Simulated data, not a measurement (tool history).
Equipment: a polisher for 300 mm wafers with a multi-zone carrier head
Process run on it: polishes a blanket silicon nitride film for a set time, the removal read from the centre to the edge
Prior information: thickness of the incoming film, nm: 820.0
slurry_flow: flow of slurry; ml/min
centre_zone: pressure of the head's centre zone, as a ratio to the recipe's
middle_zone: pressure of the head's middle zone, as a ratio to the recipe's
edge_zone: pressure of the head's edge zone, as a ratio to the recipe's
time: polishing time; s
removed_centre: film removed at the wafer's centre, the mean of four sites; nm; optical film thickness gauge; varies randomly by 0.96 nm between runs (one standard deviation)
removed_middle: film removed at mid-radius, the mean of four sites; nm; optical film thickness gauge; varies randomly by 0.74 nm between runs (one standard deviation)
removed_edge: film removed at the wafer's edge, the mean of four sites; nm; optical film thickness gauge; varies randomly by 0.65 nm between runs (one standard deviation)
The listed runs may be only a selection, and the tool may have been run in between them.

run,hour,slurry_flow,centre_zone,middle_zone,edge_zone,time,removed_centre,removed_middle,removed_edge
1,0.0,190,1.00,1.00,1.00,45,114.830,116.190,111.660
2,1.6,180,0.97,0.99,0.98,44,107.110,110.520,108.290
3,7.8,175,0.95,0.99,0.96,43,103.840,108.440,104.170
4,13.0,175,0.95,0.99,0.96,39,93.155,97.146,95.760
5,19.5,170,0.93,0.99,0.95,39,90.643,95.804,95.326
6,25.0,170,0.93,1.05,0.95,39,91.589,100.860,94.776

Estimate the outcome of run 7 from the log above:
7,29.9,165,0.91,1.04,0.94,39,?,?,?

{"run 7": {"removed_centre": 88.555, "removed_middle": 101.24, "removed_edge": 92.309}}
